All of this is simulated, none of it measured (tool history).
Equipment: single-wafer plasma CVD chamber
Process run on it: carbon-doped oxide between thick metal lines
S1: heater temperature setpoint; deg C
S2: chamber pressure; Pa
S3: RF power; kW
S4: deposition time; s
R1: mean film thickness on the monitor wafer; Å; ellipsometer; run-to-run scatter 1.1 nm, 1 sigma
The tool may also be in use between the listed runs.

run,hour,S1,S2,S3,S4,R1
1,0.0,335,564,0.475,70.3,3256.9
2,2.2,335,625,0.475,70.3,3310.7
3,10.0,335,625,0.510,70.3,3396.9
4,17.5,335,549,0.510,70.3,3346.7
5,25.2,344,549,0.510,70.3,3236.9
6,32.2,344,645,0.510,70.3,3328.9
7,39.8,355,532,0.470,70.1,2993.8
8,46.6,355,523,0.470,70.1,3006.5

Run 9 has not been measured yet. What should we expect?
9,55.5,355,512,0.465,70.1,?

Run 9 yielded R1 2958.2 Å.

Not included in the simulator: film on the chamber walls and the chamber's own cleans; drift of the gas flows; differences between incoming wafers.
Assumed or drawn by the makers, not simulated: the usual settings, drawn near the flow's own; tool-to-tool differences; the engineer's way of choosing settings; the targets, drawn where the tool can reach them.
